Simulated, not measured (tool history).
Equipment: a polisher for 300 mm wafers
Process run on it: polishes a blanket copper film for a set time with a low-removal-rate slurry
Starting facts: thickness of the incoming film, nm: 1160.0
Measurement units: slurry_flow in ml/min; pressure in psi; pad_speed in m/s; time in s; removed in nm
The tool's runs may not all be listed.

Run 1, day 0: slurry_flow 255 ml/min, pressure 2.2 psi, pad_speed 1.36 m/s, slurry_solids 1, time 74 s. Result: removed 220.86 nm.
Run 2, day 0.354: slurry_flow 255 ml/min, pressure 2.2 psi, pad_speed 1.36 m/s, slurry_solids 1.2, time 74 s. Result: removed 226.13 nm.
Run 3, day 0.638: slurry_flow 255 ml/min, pressure 2.2 psi, pad_speed 1.36 m/s, slurry_solids 1, time 74 s. Result: removed 211.97 nm.
Run 4, day 0.808: slurry_flow 255 ml/min, pressure 2 psi, pad_speed 1.3 m/s, slurry_solids 1, time 74 s. Result: removed 191.16 nm.
Run 5, day 0.975: slurry_flow 255 ml/min, pressure 2 psi, pad_speed 1.3 m/s, slurry_solids 0.85, time 74 s. Result: removed 184.28 nm.
Run 6, day 1.004: slurry_flow 255 ml/min, pressure 2 psi, pad_speed 0.96 m/s, slurry_solids 0.85, time 74 s. Result: removed 137.52 nm.
Run 7, day 1.112: slurry_flow 255 ml/min, pressure 1.9 psi, pad_speed 0.96 m/s, slurry_solids 0.85, time 74 s. Result: removed 128.03 nm.

The next listed run, before its measurement:
Run 8, day 1.438: slurry_flow 255 ml/min, pressure 1.8 psi, pad_speed 0.96 m/s, slurry_solids 0.85, time 74 s. Result: removed ?.

removed: 126.2 nm

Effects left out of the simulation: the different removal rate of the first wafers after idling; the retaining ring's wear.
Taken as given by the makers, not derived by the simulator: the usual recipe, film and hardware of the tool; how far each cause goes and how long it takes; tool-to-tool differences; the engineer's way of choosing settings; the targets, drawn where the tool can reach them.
